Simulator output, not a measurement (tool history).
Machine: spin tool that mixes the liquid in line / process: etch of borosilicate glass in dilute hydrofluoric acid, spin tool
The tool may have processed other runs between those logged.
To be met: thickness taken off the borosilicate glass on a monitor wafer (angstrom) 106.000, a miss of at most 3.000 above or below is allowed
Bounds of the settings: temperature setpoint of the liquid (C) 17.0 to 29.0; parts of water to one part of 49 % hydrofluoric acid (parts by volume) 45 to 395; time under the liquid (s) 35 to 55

run	day	temperature setpoint of the liquid (C)	parts of water to one part of 49 % hydrofluoric acid (parts by volume)	time under the liquid (s)	thickness taken off the borosilicate glass on a monitor wafer (angstrom)
1	0.000	21.0	220	55	39.046
2	0.358	23.5	180	55	54.818
3	0.592	22.0	180	55	51.503
4	0.838	22.0	150	55	63.995
5	1.179	20.5	150	55	59.810
6	1.412	23.0	135	55	74.959
# day 1.733: thermometer replaced
7	1.733	24.5	130	55	87.571
8	1.871	25.5	130	55	91.061
9	2.033	26.5	130	55	94.337
10	2.308	27.0	130	55	96.020

5 next moves are on the table. One of them brings every result within its allowed miss. Which?
A	2.583	28.0	130	55	?
B	2.583	28.0	125	55	?
C	2.583	25.0	105	55	?
D	2.583	28.0	115	55	?
E	2.583	25.5	130	55	?

move	thickness taken off the borosilicate glass on a monitor wafer (angstrom)
A	100.680
B	105.380
C	114.730
D	116.050
E	91.611
A: nearer the targets than the last run, but a result is still out of spec
B: each result inside its tolerance
C: pushes the last run's worst result past its target
D: pushes the last run's worst result past its target
E: lands further from the targets than the last run did
Go with B: it meets all targets.
